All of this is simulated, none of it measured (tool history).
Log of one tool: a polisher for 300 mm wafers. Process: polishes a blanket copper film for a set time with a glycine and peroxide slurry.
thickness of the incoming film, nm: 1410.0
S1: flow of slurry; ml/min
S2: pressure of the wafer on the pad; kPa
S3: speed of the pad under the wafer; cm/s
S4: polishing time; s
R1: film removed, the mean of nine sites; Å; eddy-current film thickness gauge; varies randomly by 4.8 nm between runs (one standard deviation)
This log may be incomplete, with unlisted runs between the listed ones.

run 1 hour=0 | S1=225 S2=23.4 S3=86 S4=49 | R1=3052.2
run 2 hour=3.6 | S1=225 S2=25.5 S3=86 S4=49 | R1=3220.5
run 3 hour=9.2 | S1=225 S2=25.5 S3=86 S4=43 | R1=2822.1
run 4 hour=10.6 | S1=225 S2=29 S3=90 S4=43 | R1=3323.8
run 5 hour=14.5 | S1=200 S2=29 S3=90 S4=43 | R1=3286.9
run 6 hour=15.2 | S1=170 S2=29 S3=90 S4=43 | R1=3143.3
run 7 hour=18.6 | S1=190 S2=31 S3=90 S4=43 | R1=3512

Run 8, settings as shown, results not yet in. Your forecast:
run 8 hour=21.9 | S1=240 S2=33.8 S3=90 S4=43 | R1=?

For run 8 the tool returned R1 3844.2 Å.
